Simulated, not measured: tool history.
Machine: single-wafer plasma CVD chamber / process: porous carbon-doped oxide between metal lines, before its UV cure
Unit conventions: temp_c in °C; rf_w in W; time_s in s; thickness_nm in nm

{"run": 1, "hour": 0.0, "temp_c": 295, "rf_w": 410, "time_s": 32.3, "thickness_nm": 160.34}
{"run": 2, "hour": 6.9, "temp_c": 295, "rf_w": 460, "time_s": 32.3, "thickness_nm": 173.65}
{"run": 3, "hour": 10.9, "temp_c": 299, "rf_w": 445, "time_s": 32.1, "thickness_nm": 165.23}
{"run": 4, "hour": 19.6, "temp_c": 299, "rf_w": 445, "time_s": 32.3, "thickness_nm": 165.43}
{"hour": 20.5, "done": "thermocouple changed; heater temperature recalibrated"}
{"run": 5, "hour": 20.5, "temp_c": 294, "rf_w": 445, "time_s": 32.3, "thickness_nm": 169.02}
{"run": 6, "hour": 25.8, "temp_c": 302, "rf_w": 445, "time_s": 32.3, "thickness_nm": 160.07}
{"run": 7, "hour": 28.7, "temp_c": 306, "rf_w": 440, "time_s": 32.3, "thickness_nm": 154.97}
{"run": 8, "hour": 35.9, "temp_c": 309, "rf_w": 435, "time_s": 32.3, "thickness_nm": 152.31}
{"run": 9, "hour": 44.6, "temp_c": 311, "rf_w": 430, "time_s": 32.2, "thickness_nm": 147.96}
{"run": 10, "hour": 52.7, "temp_c": 313, "rf_w": 430, "time_s": 32.2, "thickness_nm": 145.92}
{"run": 11, "hour": 61.1, "temp_c": 314, "rf_w": 430, "time_s": 32.2, "thickness_nm": 145.62}

For run 12, what comes out?
{"run": 12, "hour": 68.5, "temp_c": 315, "rf_w": 430, "time_s": 32.2, "thickness_nm": "?"}

Logged for run 12: thickness_nm 144.81 nm.

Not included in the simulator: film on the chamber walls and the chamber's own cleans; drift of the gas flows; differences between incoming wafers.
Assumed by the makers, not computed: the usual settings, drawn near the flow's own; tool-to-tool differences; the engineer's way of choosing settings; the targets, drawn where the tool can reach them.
